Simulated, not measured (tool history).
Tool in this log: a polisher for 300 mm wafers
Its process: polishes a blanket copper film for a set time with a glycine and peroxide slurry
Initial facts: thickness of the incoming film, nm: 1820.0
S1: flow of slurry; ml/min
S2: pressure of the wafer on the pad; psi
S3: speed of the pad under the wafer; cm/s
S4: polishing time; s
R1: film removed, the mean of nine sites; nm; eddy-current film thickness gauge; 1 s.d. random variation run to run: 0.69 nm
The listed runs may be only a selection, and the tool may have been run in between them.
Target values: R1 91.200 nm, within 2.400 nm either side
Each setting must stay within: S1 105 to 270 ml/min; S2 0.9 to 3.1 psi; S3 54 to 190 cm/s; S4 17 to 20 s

run	hour	S1	S2	S3	S4	R1
1	0.0	175	2.0	122	20	108.290
2	1.3	175	2.5	122	20	130.930
3	8.8	175	2.5	122	17	111.610
4	17.0	175	2.5	138	17	119.430
5	18.1	205	2.5	138	17	121.210
6	26.0	245	2.5	138	17	124.170
# hour 27.0: head pressure recalibrated
7	27.0	245	2.4	138	17	131.380
8	34.9	245	2.4	138	17	131.440
9	37.6	230	2.3	138	17	124.760
10	45.9	220	2.2	138	17	122.660
11	50.4	210	2.0	136	17	109.820
12	53.8	200	1.9	136	17	105.310
13	57.4	190	1.9	136	17	102.400
14	59.5	185	1.9	136	17	103.760
15	62.3	180	1.9	136	17	102.640
16	63.5	175	1.9	136	17	103.730
17	67.7	170	1.5	136	17	85.675
18	73.1	175	1.5	136	17	86.217
19	73.8	180	1.5	136	17	85.599
20	74.7	180	1.5	136	17	86.555
21	80.9	185	1.5	136	17	86.792

5 next moves are on the table. One of them brings every result within its allowed miss. Which?
A	87.1	185	1.3	164	17	?
B	87.1	185	1.4	152	18	?
C	87.1	175	1.5	136	17	?
D	87.1	175	1.5	132	17	?
E	87.1	195	1.6	106	17	?

move	R1
A	85.892
B	92.115
C	85.360
D	83.952
E	79.799
A: further off than the last run
B: every result lands within tolerance
C: further off than the last run
D: further off than the last run
E: further off than the last run
The right move is B.

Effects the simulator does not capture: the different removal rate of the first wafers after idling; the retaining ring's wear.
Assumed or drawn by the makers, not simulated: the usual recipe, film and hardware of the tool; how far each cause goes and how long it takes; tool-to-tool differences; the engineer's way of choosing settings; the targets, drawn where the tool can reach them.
